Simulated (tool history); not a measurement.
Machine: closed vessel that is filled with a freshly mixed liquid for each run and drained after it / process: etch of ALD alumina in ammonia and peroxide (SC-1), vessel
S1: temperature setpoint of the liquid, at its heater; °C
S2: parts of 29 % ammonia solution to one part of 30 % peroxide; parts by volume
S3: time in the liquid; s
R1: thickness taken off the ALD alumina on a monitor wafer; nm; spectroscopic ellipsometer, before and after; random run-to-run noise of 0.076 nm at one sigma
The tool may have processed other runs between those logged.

run 1 hour=0 | S1=63 S2=0.9 S3=130 | R1=11.985
run 2 hour=7 | S1=62.5 S2=0.9 S3=130 | R1=11.625
run 3 hour=8.4 | S1=69 S2=0.9 S3=130 | R1=15.94
run 4 hour=13.1 | S1=67.5 S2=0.9 S3=130 | R1=14.767
-- hour=16 new drum of ammonia solution connected
run 5 hour=16 | S1=64 S2=0.9 S3=130 | R1=12.566
run 6 hour=19.1 | S1=69.5 S2=0.9 S3=130 | R1=16.294
run 7 hour=26.4 | S1=68 S2=0.9 S3=130 | R1=15.28
run 8 hour=28.9 | S1=66.5 S2=0.9 S3=130 | R1=14.083
run 9 hour=31.9 | S1=65.5 S2=0.9 S3=130 | R1=13.523
run 10 hour=40.4 | S1=64.5 S2=0.9 S3=130 | R1=12.879
run 11 hour=42.2 | S1=63.5 S2=0.9 S3=130 | R1=12.364
run 12 hour=48.9 | S1=63 S2=0.9 S3=130 | R1=12.041

Run 13 has not been measured yet. What should we expect?
run 13 hour=55.6 | S1=62.5 S2=0.9 S3=130 | R1=?

For run 13 the tool returned R1 11.634 nm.
